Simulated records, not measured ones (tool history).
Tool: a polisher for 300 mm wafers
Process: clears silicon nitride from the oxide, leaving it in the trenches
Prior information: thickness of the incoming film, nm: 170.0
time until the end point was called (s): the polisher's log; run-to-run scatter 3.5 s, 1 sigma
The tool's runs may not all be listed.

| run | hour | flow of slurry (ml/min) | pressure of the wafer on the pad (psi) | speed of the pad under the wafer (cm/s) | overpolish time after the end point (s) | time until the end point was called (s) |
|---|---|---|---|---|---|---|
| 1 | 0.0 | 135 | 3.2 | 128 | 5 | 115.91 |
| 2 | 4.7 | 135 | 2.7 | 126 | 5 | 139.78 |
| 3 | 9.9 | 135 | 2.4 | 124 | 5 | 160.39 |
| 4 | 11.3 | 135 | 2.9 | 124 | 5 | 132.64 |
| 5 | 19.0 | 135 | 2.6 | 122 | 5 | 151.89 |
| 6 | 21.8 | 135 | 2.4 | 122 | 5 | 155.29 |
| 7 | 28.0 | 135 | 2.2 | 120 | 5 | 173.14 |
| 8 | 29.5 | 135 | 2.1 | 120 | 5 | 184.39 |
| 9 | 37.8 | 135 | 2.0 | 120 | 5 | 186.80 |
| 10 | 43.1 | 135 | 1.6 | 118 | 5 | 234.80 |
| 11 | 47.0 | 135 | 1.7 | 118 | 5 | 223.78 |

For run 12, what comes out?
| 12 | 49.5 | 135 | 1.7 | 118 | 5 | ? |

time until the end point was called (s): 228.89

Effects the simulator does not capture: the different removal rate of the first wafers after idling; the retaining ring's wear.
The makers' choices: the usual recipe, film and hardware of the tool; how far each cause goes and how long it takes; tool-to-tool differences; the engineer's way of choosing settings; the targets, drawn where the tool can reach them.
